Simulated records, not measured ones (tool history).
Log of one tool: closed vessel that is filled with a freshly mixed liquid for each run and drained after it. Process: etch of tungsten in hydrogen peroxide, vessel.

run,hour,temperature setpoint of the liquid (K),concentration of hydrogen peroxide in the mixed liquid (% by weight),time in the liquid (s),thickness taken off the tungsten on a monitor wafer (Å)
1,0,330.15,22,85,2519.6
2,7,330.15,20,85,2418.1
3,14,334.65,20,85,3116.4
4,22.5,329.15,20,85,2260.3
5,30.7,335.65,20,85,3301
6,38.1,333.15,20,85,2847.5
7,42.3,333.15,20,85,2867.3
8,51.3,333.15,20,85,2856
9,55.2,331.15,20,85,2546.6
10,62.6,329.65,20,85,2344.3

Run 11 comes next. What will it give?
11,68.7,328.65,20,85,?

thickness taken off the tungsten on a monitor wafer (Å): 2186.5
